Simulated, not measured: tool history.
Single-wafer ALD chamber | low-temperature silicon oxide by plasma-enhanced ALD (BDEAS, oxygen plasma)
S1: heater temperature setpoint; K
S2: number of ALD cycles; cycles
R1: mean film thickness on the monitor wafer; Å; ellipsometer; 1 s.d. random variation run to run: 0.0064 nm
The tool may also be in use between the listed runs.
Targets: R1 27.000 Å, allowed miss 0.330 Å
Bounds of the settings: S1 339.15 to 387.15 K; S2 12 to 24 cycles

run 1 hour=0.0 | S1=363.15 S2=18 | R1=24.652
run 2 hour=0.9 | S1=359.15 S2=18 | R1=24.988
run 3 hour=8.8 | S1=368.15 S2=18 | R1=24.226
run 4 hour=16.5 | S1=378.15 S2=18 | R1=23.296
run 5 hour=21.2 | S1=372.15 S2=18 | R1=23.804
run 6 hour=23.4 | S1=372.15 S2=17 | R1=22.512
run 7 hour=25.3 | S1=367.15 S2=17 | R1=22.856
-- hour=33.1 thermocouple changed; heater temperature recalibrated
run 8 hour=33.1 | S1=363.15 S2=17 | R1=22.871
run 9 hour=40.1 | S1=360.15 S2=17 | R1=23.103
run 10 hour=43.1 | S1=357.15 S2=17 | R1=23.317
run 11 hour=46.9 | S1=345.15 S2=20 | R1=28.789
run 12 hour=52.5 | S1=348.15 S2=20 | R1=28.341
run 13 hour=56.4 | S1=350.15 S2=20 | R1=28.139

Consider the 4 candidate settings below. Which is the only one whose results all fall within their allowed miss of target?
run A hour=60.3 | S1=362.15 S2=20 | R1=?
run B hour=60.3 | S1=355.15 S2=20 | R1=?
run C hour=60.3 | S1=340.15 S2=19 | R1=?
run D hour=60.3 | S1=352.15 S2=20 | R1=?

move=A R1=26.861
move=B R1=27.588
move=C R1=27.688
move=D R1=27.900
A: hits every target within its allowed miss
B: nearer than the last run, and not there yet
C: nearer than the last run, and not there yet
D: nearer than the last run, and not there yet
Correct choice: A, which meets every target

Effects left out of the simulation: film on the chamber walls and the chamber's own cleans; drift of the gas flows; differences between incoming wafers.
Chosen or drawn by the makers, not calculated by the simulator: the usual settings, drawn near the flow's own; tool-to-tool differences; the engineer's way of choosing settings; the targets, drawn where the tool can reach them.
